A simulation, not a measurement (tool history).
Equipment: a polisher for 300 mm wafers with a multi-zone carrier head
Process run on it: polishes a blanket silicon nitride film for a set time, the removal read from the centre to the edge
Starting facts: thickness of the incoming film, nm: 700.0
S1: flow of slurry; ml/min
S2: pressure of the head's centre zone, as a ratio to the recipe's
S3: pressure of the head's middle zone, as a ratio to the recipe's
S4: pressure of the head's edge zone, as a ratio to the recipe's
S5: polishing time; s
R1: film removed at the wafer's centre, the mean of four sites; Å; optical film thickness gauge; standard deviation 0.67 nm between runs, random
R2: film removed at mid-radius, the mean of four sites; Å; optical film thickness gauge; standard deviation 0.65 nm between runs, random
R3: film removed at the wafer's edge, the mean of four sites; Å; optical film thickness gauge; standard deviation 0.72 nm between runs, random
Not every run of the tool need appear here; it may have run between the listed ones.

{"run": 1, "hour": 0.0, "S1": 300, "S2": 1.0, "S3": 1.0, "S4": 1.0, "S5": 31, "R1": 964.48, "R2": 929.6, "R3": 916.39}
{"run": 2, "hour": 2.5, "S1": 285, "S2": 0.95, "S3": 0.96, "S4": 1.02, "S5": 26, "R1": 754.41, "R2": 751.86, "R3": 777.65}
{"run": 3, "hour": 4.3, "S1": 285, "S2": 1.03, "S3": 0.96, "S4": 1.02, "S5": 26, "R1": 815.29, "R2": 781.89, "R3": 782.22}
{"run": 4, "hour": 9.9, "S1": 285, "S2": 1.03, "S3": 0.96, "S4": 1.02, "S5": 22, "R1": 687.18, "R2": 640.65, "R3": 660.99}
{"run": 5, "hour": 16.6, "S1": 285, "S2": 1.03, "S3": 0.96, "S4": 1.02, "S5": 26, "R1": 834.76, "R2": 758.05, "R3": 771.87}
{"run": 6, "hour": 22.8, "S1": 285, "S2": 1.03, "S3": 0.96, "S4": 1.02, "S5": 33, "R1": 1031.8, "R2": 975.16, "R3": 964.94}
{"run": 7, "hour": 27.1, "S1": 280, "S2": 0.98, "S3": 0.93, "S4": 1.04, "S5": 28, "R1": 841.21, "R2": 780.21, "R3": 848.86}
{"run": 8, "hour": 32.2, "S1": 270, "S2": 0.94, "S3": 0.92, "S4": 1.04, "S5": 24, "R1": 696.22, "R2": 684.41, "R3": 718.77}
{"run": 9, "hour": 40.1, "S1": 280, "S2": 0.91, "S3": 0.9, "S4": 1.07, "S5": 21, "R1": 601.24, "R2": 579.59, "R3": 626.8}
{"run": 10, "hour": 46.0, "S1": 255, "S2": 0.88, "S3": 0.89, "S4": 1.1, "S5": 20, "R1": 526.25, "R2": 549.61, "R3": 604.67}

Run 11 comes next. What will it give?
{"run": 11, "hour": 50.9, "S1": 255, "S2": 0.87, "S3": 0.87, "S4": 1.12, "S5": 19, "R1": "?", "R2": "?", "R3": "?"}

R1: 495.70 Å
R2: 508.50 Å
R3: 599.80 Å
